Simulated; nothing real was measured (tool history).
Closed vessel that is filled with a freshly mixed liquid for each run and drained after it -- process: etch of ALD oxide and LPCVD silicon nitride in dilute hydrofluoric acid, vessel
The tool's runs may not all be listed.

run  hour  temperature setpoint of the liquid (K)  parts of water to one part of 49 % hydrofluoric acid (parts by volume)  time in the liquid (s)  thickness taken off the ALD oxide on a monitor wafer (angstrom)  thickness taken off the LPCVD silicon nitride on a monitor wafer (angstrom)
  1     0                                  295.15                                                                      70                      65                                                           85.006                                                                        3.832
  2   7.1                                  294.15                                                                      80                      65                                                           69.861                                                                       3.2607
  3  10.6                                  294.15                                                                      55                      65                                                            104.7                                                                       4.4896
  4  15.8                                  293.15                                                                      65                      65                                                           84.068                                                                       3.5896
  5  24.2                                  293.15                                                                      55                      65                                                           100.64                                                                       3.6164
  6  32.2                                  293.15                                                                      35                      65                                                           162.66                                                                       6.2821
  7  34.9                                  292.65                                                                      50                      65                                                           109.87                                                                       3.7249
  8  41.9                                  292.65                                                                      80                      60                                                           60.543                                                                       2.2333

Run 9 comes next. What will it give?
  9    44                                  293.15                                                                      85                      60                                                                ?                                                                            ?

{"run 9": {"thickness taken off the ALD oxide on a monitor wafer (angstrom)": 58.432, "thickness taken off the LPCVD silicon nitride on a monitor wafer (angstrom)": 2.5034}}
